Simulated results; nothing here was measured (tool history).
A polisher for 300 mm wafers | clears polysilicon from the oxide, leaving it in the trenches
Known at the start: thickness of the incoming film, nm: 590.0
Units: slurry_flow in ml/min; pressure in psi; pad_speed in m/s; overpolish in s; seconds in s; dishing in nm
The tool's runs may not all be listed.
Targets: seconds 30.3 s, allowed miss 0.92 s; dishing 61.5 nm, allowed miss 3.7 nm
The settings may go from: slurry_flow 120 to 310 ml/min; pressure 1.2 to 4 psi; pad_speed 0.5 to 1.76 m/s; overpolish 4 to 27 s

Run 1, hour 0: slurry_flow 200 ml/min, pressure 2.6 psi, pad_speed 1.12 m/s, overpolish 14 s. Result: seconds 48.47 s, dishing 57.048 nm.
Run 2, hour 1.1: slurry_flow 220 ml/min, pressure 2.6 psi, pad_speed 1.12 m/s, overpolish 14 s. Result: seconds 47.317 s, dishing 59.597 nm.
Run 3, hour 9.7: slurry_flow 220 ml/min, pressure 2.6 psi, pad_speed 1.32 m/s, overpolish 14 s. Result: seconds 39.762 s, dishing 57.528 nm.
Run 4, hour 15.8: slurry_flow 220 ml/min, pressure 2.6 psi, pad_speed 1.32 m/s, overpolish 11 s. Result: seconds 40.924 s, dishing 58.644 nm.
Run 5, hour 19.7: slurry_flow 220 ml/min, pressure 2.7 psi, pad_speed 1.32 m/s, overpolish 11 s. Result: seconds 38.323 s, dishing 57.838 nm.
Run 6, hour 22.1: slurry_flow 220 ml/min, pressure 2.7 psi, pad_speed 1.32 m/s, overpolish 14 s. Result: seconds 38.736 s, dishing 61.488 nm.
Run 7, hour 22.9: slurry_flow 220 ml/min, pressure 2.7 psi, pad_speed 1.32 m/s, overpolish 14 s. Result: seconds 38.916 s, dishing 61.619 nm.
At hour 27.3: slurry nozzle cleaned.
Run 8, hour 27.3: slurry_flow 225 ml/min, pressure 2.8 psi, pad_speed 1.32 m/s, overpolish 13 s. Result: seconds 34.802 s, dishing 60.988 nm.

5 next moves are on the table. One of them brings every result within its allowed miss. Which?
Run A, hour 31.7: slurry_flow 240 ml/min, pressure 2.6 psi, pad_speed 1.5 m/s, overpolish 14 s. Result: seconds ?, dishing ?.
Run B, hour 31.7: slurry_flow 125 ml/min, pressure 3.1 psi, pad_speed 1.62 m/s, overpolish 10 s. Result: seconds ?, dishing ?.
Run C, hour 31.7: slurry_flow 250 ml/min, pressure 3.1 psi, pad_speed 1.26 m/s, overpolish 16 s. Result: seconds ?, dishing ?.
Run D, hour 31.7: slurry_flow 225 ml/min, pressure 3.4 psi, pad_speed 1.24 m/s, overpolish 16 s. Result: seconds ?, dishing ?.
Run E, hour 31.7: slurry_flow 245 ml/min, pressure 2.9 psi, pad_speed 1.58 m/s, overpolish 14 s. Result: seconds ?, dishing ?.

move  seconds  dishing
   A   32.776   60.554
   B   28.737    59.47
   C   32.589   60.982
   D   30.632   61.113
   E   27.948   61.028
A: nearer than the last run, and not there yet
B: takes the result that was furthest off past its target
C: nearer than the last run, and not there yet
D: meets every target
E: takes the result that was furthest off past its target
Move D is the one to make.

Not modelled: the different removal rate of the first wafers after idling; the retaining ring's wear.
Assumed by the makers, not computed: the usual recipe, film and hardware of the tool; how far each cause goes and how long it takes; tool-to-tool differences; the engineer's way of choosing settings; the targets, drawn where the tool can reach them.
